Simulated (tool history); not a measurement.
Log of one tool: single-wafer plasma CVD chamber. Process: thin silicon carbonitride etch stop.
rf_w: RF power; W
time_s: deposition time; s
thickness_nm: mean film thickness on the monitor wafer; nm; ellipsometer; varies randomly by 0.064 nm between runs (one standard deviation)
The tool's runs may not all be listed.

run 1 hour=0.0 | rf_w=205 time_s=24.9 | thickness_nm=14.714
run 2 hour=7.1 | rf_w=205 time_s=27.8 | thickness_nm=16.574
run 3 hour=11.0 | rf_w=205 time_s=29.9 | thickness_nm=17.676
run 4 hour=15.6 | rf_w=200 time_s=29.2 | thickness_nm=17.278
run 5 hour=18.6 | rf_w=200 time_s=26.8 | thickness_nm=15.932
run 6 hour=23.7 | rf_w=200 time_s=26.2 | thickness_nm=15.411

The next listed run, before its measurement:
run 7 hour=29.7 | rf_w=195 time_s=25.9 | thickness_nm=?

{"run 7": {"thickness_nm": 15.116}}

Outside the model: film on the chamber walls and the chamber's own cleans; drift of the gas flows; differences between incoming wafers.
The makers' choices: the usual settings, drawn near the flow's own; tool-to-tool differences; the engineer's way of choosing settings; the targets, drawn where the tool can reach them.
